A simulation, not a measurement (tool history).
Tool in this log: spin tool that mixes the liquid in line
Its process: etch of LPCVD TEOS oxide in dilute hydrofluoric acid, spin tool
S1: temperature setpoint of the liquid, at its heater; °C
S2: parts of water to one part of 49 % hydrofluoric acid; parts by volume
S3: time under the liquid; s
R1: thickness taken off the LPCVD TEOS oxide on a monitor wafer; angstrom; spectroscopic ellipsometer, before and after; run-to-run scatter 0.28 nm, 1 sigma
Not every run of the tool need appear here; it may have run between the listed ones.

{"run": 1, "day": 0.0, "S1": 23, "S2": 175, "S3": 85, "R1": 127.68}
{"run": 2, "day": 0.279, "S1": 23, "S2": 120, "S3": 85, "R1": 196.74}
{"run": 3, "day": 0.342, "S1": 23, "S2": 155, "S3": 85, "R1": 147.55}
{"run": 4, "day": 0.667, "S1": 23, "S2": 195, "S3": 85, "R1": 111.04}
{"run": 5, "day": 0.746, "S1": 23, "S2": 195, "S3": 90, "R1": 119.69}
{"run": 6, "day": 1.058, "S1": 23, "S2": 250, "S3": 90, "R1": 87.63}
{"run": 7, "day": 1.129, "S1": 25, "S2": 195, "S3": 90, "R1": 127.97}
{"run": 8, "day": 1.408, "S1": 26.5, "S2": 150, "S3": 90, "R1": 184.06}
{"run": 9, "day": 1.496, "S1": 27.5, "S2": 120, "S3": 90, "R1": 248.88}
{"run": 10, "day": 1.85, "S1": 28.5, "S2": 105, "S3": 90, "R1": 299.43}
{"run": 11, "day": 2.054, "S1": 29, "S2": 100, "S3": 90, "R1": 323.38}
{"run": 12, "day": 2.25, "S1": 29.5, "S2": 95, "S3": 90, "R1": 351.73}
{"run": 13, "day": 2.417, "S1": 30, "S2": 95, "S3": 90, "R1": 356.94}
{"run": 14, "day": 2.633, "S1": 30.5, "S2": 90, "S3": 90, "R1": 384.74}
{"run": 15, "day": 2.792, "S1": 31, "S2": 90, "S3": 90, "R1": 390.82}
{"run": 16, "day": 3.012, "S1": 31, "S2": 85, "S3": 90, "R1": 417.56}

Run 17 has not been measured yet. What should we expect?
{"run": 17, "day": 3.204, "S1": 31, "S2": 85, "S3": 90, "R1": "?"}

R1: 414.62 angstrom
